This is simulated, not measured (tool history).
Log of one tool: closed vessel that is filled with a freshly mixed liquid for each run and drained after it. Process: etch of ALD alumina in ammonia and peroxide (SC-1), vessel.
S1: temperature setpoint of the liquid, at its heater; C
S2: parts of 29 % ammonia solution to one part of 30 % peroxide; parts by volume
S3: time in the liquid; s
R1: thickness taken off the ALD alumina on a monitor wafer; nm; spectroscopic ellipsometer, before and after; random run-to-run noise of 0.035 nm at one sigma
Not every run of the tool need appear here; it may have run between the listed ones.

| run | day | S1 | S2 | S3 | R1 |
|---|---|---|---|---|---|
| 1 | 0.000 | 61.0 | 0.65 | 30 | 3.7248 |
| 2 | 0.383 | 61.0 | 0.50 | 30 | 3.7022 |
| 3 | 0.546 | 61.0 | 0.40 | 30 | 3.6498 |
| 4 | 0.829 | 61.0 | 0.40 | 30 | 3.6358 |
| 5 | 1.029 | 56.5 | 0.40 | 30 | 2.8657 |
| 6 | 1.121 | 61.5 | 0.40 | 30 | 3.7240 |

Run 7 comes next. What will it give?
| 7 | 1.221 | 62.0 | 0.40 | 30 | ? |

R1: 3.7460 nm
